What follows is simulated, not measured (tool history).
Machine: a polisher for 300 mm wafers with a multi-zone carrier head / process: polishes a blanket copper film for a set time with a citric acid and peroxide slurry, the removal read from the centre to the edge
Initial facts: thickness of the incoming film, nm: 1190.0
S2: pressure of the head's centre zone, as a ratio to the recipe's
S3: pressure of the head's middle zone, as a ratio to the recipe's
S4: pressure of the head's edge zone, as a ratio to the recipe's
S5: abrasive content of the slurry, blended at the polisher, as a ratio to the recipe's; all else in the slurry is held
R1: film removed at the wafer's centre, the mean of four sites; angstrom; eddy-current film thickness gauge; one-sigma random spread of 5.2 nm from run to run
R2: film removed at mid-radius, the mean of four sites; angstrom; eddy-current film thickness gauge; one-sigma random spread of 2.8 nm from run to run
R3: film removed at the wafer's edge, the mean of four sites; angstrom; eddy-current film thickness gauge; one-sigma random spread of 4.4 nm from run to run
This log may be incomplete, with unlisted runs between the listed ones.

{"run": 1, "hour": 0.0, "flow of slurry (ml/min)": 160, "S2": 1.0, "S3": 1.0, "S4": 1.0, "S5": 1.0, "polishing time (s)": 88, "R1": 2779.7, "R2": 2854.9, "R3": 2831.5}
{"run": 2, "hour": 3.8, "flow of slurry (ml/min)": 180, "S2": 1.04, "S3": 1.05, "S4": 1.02, "S5": 1.15, "polishing time (s)": 90, "R1": 3203.0, "R2": 3216.2, "R3": 3069.4}
{"run": 3, "hour": 6.0, "flow of slurry (ml/min)": 180, "S2": 1.04, "S3": 1.02, "S4": 1.02, "S5": 1.15, "polishing time (s)": 90, "R1": 3153.6, "R2": 3117.0, "R3": 2996.0}
{"run": 4, "hour": 12.5, "flow of slurry (ml/min)": 180, "S2": 1.04, "S3": 1.02, "S4": 1.02, "S5": 1.35, "polishing time (s)": 90, "R1": 3425.0, "R2": 3246.9, "R3": 3183.1}
{"run": 5, "hour": 13.5, "flow of slurry (ml/min)": 190, "S2": 1.05, "S3": 1.07, "S4": 1.03, "S5": 1.4, "polishing time (s)": 91, "R1": 3402.8, "R2": 3484.9, "R3": 3294.8}
{"run": 6, "hour": 19.9, "flow of slurry (ml/min)": 190, "S2": 1.05, "S3": 1.07, "S4": 1.03, "S5": 1.2, "polishing time (s)": 91, "R1": 3287.6, "R2": 3317.9, "R3": 3084.3}
{"run": 7, "hour": 28.8, "flow of slurry (ml/min)": 195, "S2": 1.06, "S3": 1.1, "S4": 1.03, "S5": 1.3, "polishing time (s)": 94, "R1": 3568.9, "R2": 3597.6, "R3": 3328.0}
{"run": 8, "hour": 32.7, "flow of slurry (ml/min)": 205, "S2": 1.07, "S3": 1.13, "S4": 1.02, "S5": 1.35, "polishing time (s)": 95, "R1": 3733.2, "R2": 3797.5, "R3": 3354.7}
{"run": 9, "hour": 33.9, "flow of slurry (ml/min)": 205, "S2": 1.07, "S3": 1.13, "S4": 1.02, "S5": 1.35, "polishing time (s)": 95, "R1": 3673.5, "R2": 3763.3, "R3": 3409.0}

What does the tool deliver on the next run?
{"run": 10, "hour": 35.1, "flow of slurry (ml/min)": 210, "S2": 1.07, "S3": 1.15, "S4": 1.01, "S5": 1.4, "polishing time (s)": 96, "R1": "?", "R2": "?", "R3": "?"}

{"run 10": {"R1": 3780.9, "R2": 3922.3, "R3": 3418.6}}

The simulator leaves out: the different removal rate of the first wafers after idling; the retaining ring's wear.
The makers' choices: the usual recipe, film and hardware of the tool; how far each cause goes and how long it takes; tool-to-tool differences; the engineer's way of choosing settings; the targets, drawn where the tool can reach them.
